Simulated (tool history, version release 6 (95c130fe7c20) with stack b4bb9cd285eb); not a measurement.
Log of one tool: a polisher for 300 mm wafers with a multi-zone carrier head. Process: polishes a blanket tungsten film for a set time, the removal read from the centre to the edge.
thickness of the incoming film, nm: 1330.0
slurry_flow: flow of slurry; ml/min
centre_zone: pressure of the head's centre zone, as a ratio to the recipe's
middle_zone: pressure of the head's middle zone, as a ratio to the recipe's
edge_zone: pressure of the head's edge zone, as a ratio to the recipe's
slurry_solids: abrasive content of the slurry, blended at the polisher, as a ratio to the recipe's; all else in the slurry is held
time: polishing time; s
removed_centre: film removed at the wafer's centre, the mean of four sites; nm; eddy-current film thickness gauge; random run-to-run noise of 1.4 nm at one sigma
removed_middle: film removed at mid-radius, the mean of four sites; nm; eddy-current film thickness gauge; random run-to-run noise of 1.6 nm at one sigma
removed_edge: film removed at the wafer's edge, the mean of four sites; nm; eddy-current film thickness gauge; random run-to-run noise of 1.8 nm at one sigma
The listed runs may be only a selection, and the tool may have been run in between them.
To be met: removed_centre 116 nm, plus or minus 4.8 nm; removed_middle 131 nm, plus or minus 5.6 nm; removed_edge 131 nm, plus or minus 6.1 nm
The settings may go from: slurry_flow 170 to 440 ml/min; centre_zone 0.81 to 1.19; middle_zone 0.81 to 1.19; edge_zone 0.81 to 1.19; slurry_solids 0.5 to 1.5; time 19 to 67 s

Run 1, hour 0: slurry_flow 280 ml/min, centre_zone 1, middle_zone 1, edge_zone 1, slurry_solids 1, time 43 s. Result: removed_centre 220.38 nm, removed_middle 215.14 nm, removed_edge 218.66 nm.
Run 2, hour 1.4: slurry_flow 305 ml/min, centre_zone 1, middle_zone 1, edge_zone 1, slurry_solids 1, time 43 s. Result: removed_centre 227.67 nm, removed_middle 219.09 nm, removed_edge 227.51 nm.
Run 3, hour 10.3: slurry_flow 305 ml/min, centre_zone 1, middle_zone 1, edge_zone 0.94, slurry_solids 1, time 43 s. Result: removed_centre 221.78 nm, removed_middle 219.07 nm, removed_edge 212.68 nm.
Run 4, hour 14.1: slurry_flow 295 ml/min, centre_zone 0.98, middle_zone 0.99, edge_zone 0.93, slurry_solids 0.95, time 42 s. Result: removed_centre 213 nm, removed_middle 203.93 nm, removed_edge 201.18 nm.
Run 5, hour 21.1: slurry_flow 290 ml/min, centre_zone 0.96, middle_zone 1, edge_zone 0.94, slurry_solids 0.9, time 40 s. Result: removed_centre 193.82 nm, removed_middle 198.9 nm, removed_edge 190.28 nm.
Run 6, hour 21.7: slurry_flow 290 ml/min, centre_zone 1.02, middle_zone 1, edge_zone 0.94, slurry_solids 0.9, time 40 s. Result: removed_centre 208.63 nm, removed_middle 195.1 nm, removed_edge 199.24 nm.
Run 7, hour 26.1: slurry_flow 285 ml/min, centre_zone 1, middle_zone 1, edge_zone 0.95, slurry_solids 0.85, time 39 s. Result: removed_centre 191.36 nm, removed_middle 189.51 nm, removed_edge 188.76 nm.
Run 8, hour 33.9: slurry_flow 280 ml/min, centre_zone 0.98, middle_zone 0.99, edge_zone 0.95, slurry_solids 0.8, time 38 s. Result: removed_centre 183.66 nm, removed_middle 182.71 nm, removed_edge 178.32 nm.
Run 9, hour 41.7: slurry_flow 275 ml/min, centre_zone 0.96, middle_zone 0.98, edge_zone 0.97, slurry_solids 0.75, time 37 s. Result: removed_centre 173.9 nm, removed_middle 173.03 nm, removed_edge 176.19 nm.
Run 10, hour 42.6: slurry_flow 270 ml/min, centre_zone 0.94, middle_zone 0.98, edge_zone 0.97, slurry_solids 0.7, time 36 s. Result: removed_centre 161.24 nm, removed_middle 168.5 nm, removed_edge 171 nm.
Run 11, hour 49.8: slurry_flow 265 ml/min, centre_zone 0.93, middle_zone 0.97, edge_zone 0.96, slurry_solids 0.7, time 35 s. Result: removed_centre 158.47 nm, removed_middle 160.68 nm, removed_edge 163.5 nm.
Run 12, hour 50.8: slurry_flow 265 ml/min, centre_zone 0.92, middle_zone 0.97, edge_zone 0.96, slurry_solids 0.7, time 34 s. Result: removed_centre 148.4 nm, removed_middle 155.56 nm, removed_edge 159.51 nm.
Run 13, hour 59.7: slurry_flow 260 ml/min, centre_zone 0.91, middle_zone 0.97, edge_zone 0.95, slurry_solids 0.7, time 34 s. Result: removed_centre 146.81 nm, removed_middle 155.33 nm, removed_edge 158.65 nm.
Run 14, hour 60.3: slurry_flow 255 ml/min, centre_zone 0.9, middle_zone 0.97, edge_zone 0.94, slurry_solids 0.7, time 34 s. Result: removed_centre 147.47 nm, removed_middle 156.09 nm, removed_edge 159.57 nm.
Run 15, hour 64.2: slurry_flow 255 ml/min, centre_zone 0.89, middle_zone 0.97, edge_zone 0.94, slurry_solids 0.7, time 33 s. Result: removed_centre 137.67 nm, removed_middle 152.88 nm, removed_edge 149.72 nm.
Run 16, hour 73: slurry_flow 255 ml/min, centre_zone 0.89, middle_zone 0.97, edge_zone 0.94, slurry_solids 0.7, time 33 s. Result: removed_centre 139.57 nm, removed_middle 152.82 nm, removed_edge 153.35 nm.
Run 17, hour 80.8: slurry_flow 255 ml/min, centre_zone 0.88, middle_zone 0.96, edge_zone 0.93, slurry_solids 0.7, time 33 s. Result: removed_centre 138.71 nm, removed_middle 151.74 nm, removed_edge 156.28 nm.

Which one of the following 5 next-run settings gets every result inside its allowed miss? There is exactly one.
Run A, hour 88.6: slurry_flow 230 ml/min, centre_zone 0.87, middle_zone 0.86, edge_zone 0.94, slurry_solids 0.65, time 29 s. Result: removed_centre ?, removed_middle ?, removed_edge ?.
Run B, hour 88.6: slurry_flow 220 ml/min, centre_zone 0.83, middle_zone 0.95, edge_zone 0.85, slurry_solids 0.5, time 32 s. Result: removed_centre ?, removed_middle ?, removed_edge ?.
Run C, hour 88.6: slurry_flow 280 ml/min, centre_zone 0.89, middle_zone 0.87, edge_zone 1, slurry_solids 0.65, time 27 s. Result: removed_centre ?, removed_middle ?, removed_edge ?.
Run D, hour 88.6: slurry_flow 210 ml/min, centre_zone 0.87, middle_zone 0.88, edge_zone 0.92, slurry_solids 0.7, time 29 s. Result: removed_centre ?, removed_middle ?, removed_edge ?.
Run E, hour 88.6: slurry_flow 265 ml/min, centre_zone 0.94, middle_zone 1.1, edge_zone 0.9, slurry_solids 0.6, time 26 s. Result: removed_centre ?, removed_middle ?, removed_edge ?.

move  removed_centre  removed_middle  removed_edge
   A          114.93          115.33        135.01
   B          115.45          132.02         135.9
   C          112.61          111.17        131.94
   D          114.54          117.31        133.84
   E          112.53          127.92        118.44
A: brings the last run's worst result on target, with another outside its allowed miss
B: all results land within tolerance of their targets
C: brings the last run's worst result on target, with another outside its allowed miss
D: brings the last run's worst result on target, with another outside its allowed miss
E: brings the last run's worst result on target, with another outside its allowed miss
Answer: B

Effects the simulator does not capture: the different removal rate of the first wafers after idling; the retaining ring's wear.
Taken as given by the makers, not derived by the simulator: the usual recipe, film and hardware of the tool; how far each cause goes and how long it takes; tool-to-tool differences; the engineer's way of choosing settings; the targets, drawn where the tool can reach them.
